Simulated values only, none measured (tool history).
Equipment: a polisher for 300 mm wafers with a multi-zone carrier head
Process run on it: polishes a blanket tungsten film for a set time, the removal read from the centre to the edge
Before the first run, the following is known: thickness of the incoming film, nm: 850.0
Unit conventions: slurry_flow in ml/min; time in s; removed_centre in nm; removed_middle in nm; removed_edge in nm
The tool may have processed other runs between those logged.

| run | day | slurry_flow | centre_zone | middle_zone | edge_zone | slurry_solids | time | removed_centre | removed_middle | removed_edge |
|---|---|---|---|---|---|---|---|---|---|---|
| 1 | 0.000 | 240 | 1.00 | 1.00 | 1.00 | 1.00 | 35 | 133.35 | 135.00 | 129.51 |
| 2 | 0.312 | 235 | 1.00 | 0.98 | 0.98 | 0.90 | 34 | 126.74 | 122.19 | 122.99 |
| 3 | 0.683 | 235 | 1.00 | 0.98 | 0.96 | 0.85 | 33 | 120.67 | 116.96 | 116.84 |
| 4 | 0.942 | 235 | 0.92 | 0.98 | 0.96 | 0.85 | 33 | 113.30 | 119.97 | 117.17 |
| 5 | 1.275 | 235 | 0.92 | 0.98 | 0.91 | 0.85 | 33 | 112.64 | 117.52 | 113.74 |
| 6 | 1.329 | 235 | 0.93 | 0.97 | 0.89 | 0.80 | 32 | 107.15 | 113.72 | 108.34 |

Forecast run 7:
| 7 | 1.571 | 230 | 0.95 | 0.95 | 0.88 | 0.75 | 32 | ? | ? | ? |

{"run 7": {"removed_centre": 110.64, "removed_middle": 111.2, "removed_edge": 105.75}}
